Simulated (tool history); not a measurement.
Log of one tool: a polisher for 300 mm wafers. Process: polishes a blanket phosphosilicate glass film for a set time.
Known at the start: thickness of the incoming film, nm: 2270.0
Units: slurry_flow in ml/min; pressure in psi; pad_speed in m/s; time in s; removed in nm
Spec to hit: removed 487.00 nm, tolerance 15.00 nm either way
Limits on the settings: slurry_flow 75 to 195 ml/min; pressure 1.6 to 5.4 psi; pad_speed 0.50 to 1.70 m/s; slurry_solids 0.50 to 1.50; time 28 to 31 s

run 1 day=0.000 | slurry_flow=125 pressure=3.5 pad_speed=1.10 slurry_solids=1.00 time=31 | removed=286.33
run 2 day=0.150 | slurry_flow=125 pressure=3.5 pad_speed=1.10 slurry_solids=0.85 time=31 | removed=264.57
run 3 day=0.275 | slurry_flow=135 pressure=4.0 pad_speed=1.10 slurry_solids=0.85 time=31 | removed=308.71
run 4 day=0.479 | slurry_flow=140 pressure=4.4 pad_speed=1.12 slurry_solids=0.85 time=31 | removed=347.80
run 5 day=0.696 | slurry_flow=145 pressure=4.7 pad_speed=1.14 slurry_solids=0.85 time=31 | removed=378.87
run 6 day=1.046 | slurry_flow=145 pressure=4.7 pad_speed=1.14 slurry_solids=0.85 time=31 | removed=381.07
run 7 day=1.246 | slurry_flow=150 pressure=4.9 pad_speed=1.16 slurry_solids=0.85 time=31 | removed=406.36
-- day=1.379 worn pad replaced by a new one
run 8 day=1.379 | slurry_flow=165 pressure=5.4 pad_speed=1.22 slurry_solids=0.85 time=31 | removed=531.62
run 9 day=1.750 | slurry_flow=160 pressure=5.4 pad_speed=1.22 slurry_solids=0.85 time=31 | removed=529.57
run 10 day=1.871 | slurry_flow=155 pressure=5.4 pad_speed=1.22 slurry_solids=0.85 time=31 | removed=529.71
run 11 day=2.179 | slurry_flow=155 pressure=5.3 pad_speed=1.22 slurry_solids=0.85 time=31 | removed=521.32

4 next moves are on the table. One of them brings every result within its allowed miss. Which?
run A day=2.488 | slurry_flow=155 pressure=5.3 pad_speed=1.04 slurry_solids=0.85 time=30 | removed=?
run B day=2.488 | slurry_flow=155 pressure=5.0 pad_speed=1.16 slurry_solids=1.15 time=28 | removed=?
run C day=2.488 | slurry_flow=160 pressure=4.8 pad_speed=1.26 slurry_solids=0.75 time=30 | removed=?
run D day=2.488 | slurry_flow=155 pressure=5.2 pad_speed=1.18 slurry_solids=0.90 time=28 | removed=?

move=A removed=440.15
move=B removed=481.75
move=C removed=441.76
move=D removed=457.69
A: pushes the last run's worst result past its target
B: each result inside its tolerance
C: pushes the last run's worst result past its target
D: pushes the last run's worst result past its target
The move that meets every target is B.
